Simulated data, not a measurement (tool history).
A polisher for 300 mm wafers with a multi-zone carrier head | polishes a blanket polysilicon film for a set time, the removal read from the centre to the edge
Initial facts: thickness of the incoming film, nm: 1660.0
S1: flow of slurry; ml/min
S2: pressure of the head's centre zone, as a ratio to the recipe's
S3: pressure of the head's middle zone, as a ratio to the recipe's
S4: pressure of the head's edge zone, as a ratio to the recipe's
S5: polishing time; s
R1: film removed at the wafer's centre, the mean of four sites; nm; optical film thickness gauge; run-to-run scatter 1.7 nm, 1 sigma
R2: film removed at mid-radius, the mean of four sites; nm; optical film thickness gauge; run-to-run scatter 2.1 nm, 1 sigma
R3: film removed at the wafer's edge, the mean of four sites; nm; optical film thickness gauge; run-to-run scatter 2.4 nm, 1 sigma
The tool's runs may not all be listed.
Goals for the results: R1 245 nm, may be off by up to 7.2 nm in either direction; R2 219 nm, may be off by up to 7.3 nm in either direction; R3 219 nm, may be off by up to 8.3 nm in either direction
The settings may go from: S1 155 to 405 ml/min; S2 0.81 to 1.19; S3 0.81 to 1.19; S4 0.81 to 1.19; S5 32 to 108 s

run 1 hour=0 | S1=260 S2=1 S3=1 S4=1 S5=70 | R1=361.44 R2=367.69 R3=366.57
run 2 hour=6 | S1=260 S2=1 S3=1 S4=0.94 S5=70 | R1=369.49 R2=369.15 R3=355.97
run 3 hour=10.9 | S1=290 S2=1 S3=1 S4=0.94 S5=70 | R1=367.95 R2=372.31 R3=354.26
run 4 hour=17.3 | S1=290 S2=1 S3=1 S4=0.94 S5=61 | R1=317.79 R2=320.67 R3=309.13
run 5 hour=26 | S1=290 S2=1 S3=0.99 S4=0.92 S5=58 | R1=305.19 R2=306.07 R3=286.91
run 6 hour=27.8 | S1=290 S2=0.99 S3=0.96 S4=0.91 S5=56 | R1=294.06 R2=283.11 R3=285.13
run 7 hour=36.7 | S1=290 S2=1 S3=0.96 S4=0.9 S5=53 | R1=280.23 R2=268.18 R3=263.53
run 8 hour=43.7 | S1=290 S2=1 S3=0.95 S4=0.89 S5=52 | R1=271.3 R2=264.11 R3=254.24
run 9 hour=51.3 | S1=285 S2=1 S3=0.93 S4=0.88 S5=51 | R1=269.53 R2=250.62 R3=252.36
run 10 hour=54 | S1=285 S2=1 S3=0.93 S4=0.87 S5=50 | R1=261.6 R2=246.71 R3=243.55
run 11 hour=59.2 | S1=280 S2=1 S3=0.92 S4=0.86 S5=50 | R1=259.26 R2=247.09 R3=241.71
run 12 hour=65.5 | S1=275 S2=1.01 S3=0.91 S4=0.85 S5=50 | R1=265.31 R2=241.48 R3=238.06

Which single option among these 5 for the next run brings every result within its allowed miss of target? Just one does.
run A hour=71.8 | S1=330 S2=1.15 S3=0.85 S4=0.84 S5=46 | R1=? R2=? R3=?
run B hour=71.8 | S1=265 S2=1.17 S3=0.87 S4=0.81 S5=44 | R1=? R2=? R3=?
run C hour=71.8 | S1=260 S2=1.03 S3=0.9 S4=0.83 S5=46 | R1=? R2=? R3=?
run D hour=71.8 | S1=260 S2=0.87 S3=0.97 S4=0.94 S5=51 | R1=? R2=? R3=?
run E hour=71.8 | S1=245 S2=0.88 S3=0.99 S4=0.88 S5=53 | R1=? R2=? R3=?

move=A R1=284.87 R2=212.79 R3=221.89
move=B R1=270.25 R2=202.69 R3=205.41
move=C R1=247.93 R2=217.58 R3=216.4
move=D R1=231.97 R2=256.98 R3=252.57
move=E R1=241.86 R2=269.65 R3=253.69
A: brings the result that was furthest off to its target, and leaves another outside
B: carries the result that was furthest off beyond its target, to the other side
C: meets every target
D: further off than the last run
E: further off than the last run
C is the move that brings every result within its allowed miss.
